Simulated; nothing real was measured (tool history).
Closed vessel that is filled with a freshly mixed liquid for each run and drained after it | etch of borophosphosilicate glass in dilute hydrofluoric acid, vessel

run	hour	temperature setpoint of the liquid (C)	parts of water to one part of 49 % hydrofluoric acid (parts by volume)	time in the liquid (s)	thickness taken off the borophosphosilicate glass on a monitor wafer (nm)
1	0	21	100	90	49.859
2	4.3	22.5	95	90	55.812
3	6.1	23.5	90	90	62.177
4	10.9	24.5	85	90	68.204
5	13.2	27.5	85	90	77.97
6	14.3	28	80	90	84.29
7	20.4	28	75	90	91.152

Run 8 comes next. What will it give?
8	26.9	29	65	90	?

{"run 8": {"thickness taken off the borophosphosilicate glass on a monitor wafer (nm)": 110.27}}
